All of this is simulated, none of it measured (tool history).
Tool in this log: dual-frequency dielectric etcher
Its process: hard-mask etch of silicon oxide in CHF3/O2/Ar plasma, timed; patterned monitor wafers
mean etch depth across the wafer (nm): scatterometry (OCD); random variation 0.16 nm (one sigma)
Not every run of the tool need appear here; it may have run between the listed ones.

run,hour,source power (kW),bias power (kW),etch time (s),mean etch depth across the wafer (nm)
1,0.0,0.500,0.144,31.5,56.835
2,8.1,0.430,0.144,31.5,53.800
3,14.1,0.430,0.144,33.0,56.320
4,17.9,0.430,0.144,31.5,53.791
5,20.4,0.490,0.150,31.5,57.475
6,22.4,0.520,0.150,31.5,58.615

What will run 7 give?
7,25.1,0.550,0.153,31.5,?

Logged for run 7: mean etch depth across the wafer (nm) 60.251.

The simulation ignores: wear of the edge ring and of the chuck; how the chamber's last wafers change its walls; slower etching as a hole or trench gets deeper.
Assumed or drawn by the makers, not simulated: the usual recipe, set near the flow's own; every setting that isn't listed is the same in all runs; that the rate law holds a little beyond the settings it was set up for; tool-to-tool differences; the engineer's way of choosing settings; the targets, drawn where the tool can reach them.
